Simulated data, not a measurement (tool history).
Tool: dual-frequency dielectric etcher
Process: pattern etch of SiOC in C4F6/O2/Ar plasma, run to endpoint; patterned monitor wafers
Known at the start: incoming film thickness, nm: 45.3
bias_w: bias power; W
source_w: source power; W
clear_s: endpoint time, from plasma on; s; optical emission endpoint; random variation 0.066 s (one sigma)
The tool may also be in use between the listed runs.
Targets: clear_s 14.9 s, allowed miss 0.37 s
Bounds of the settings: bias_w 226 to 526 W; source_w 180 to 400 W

run,hour,bias_w,source_w,clear_s
1,0,376,290,17.751
2,4.3,405,290,17.372
3,6.6,424,300,16.642
4,9.8,424,260,18.159
5,15.5,424,280,17.386
6,21.2,439,290,16.685
7,28.1,452,290,16.462
8,35.9,463,290,16.522
9,44.5,472,300,15.88
10,53,480,300,15.828
11,61.8,487,300,15.746

5 next moves are on the table. One of them brings every result within its allowed miss. Which?
A,70.6,526,310,?
B,70.6,461,280,?
C,70.6,474,280,?
D,70.6,478,300,?
E,70.6,511,280,?

move,clear_s
A,15.016
B,16.783
C,16.596
D,15.896
E,16.097
A: meets every target
B: further off than the last run
C: further off than the last run
D: further off than the last run
E: further off than the last run
The right move is A.

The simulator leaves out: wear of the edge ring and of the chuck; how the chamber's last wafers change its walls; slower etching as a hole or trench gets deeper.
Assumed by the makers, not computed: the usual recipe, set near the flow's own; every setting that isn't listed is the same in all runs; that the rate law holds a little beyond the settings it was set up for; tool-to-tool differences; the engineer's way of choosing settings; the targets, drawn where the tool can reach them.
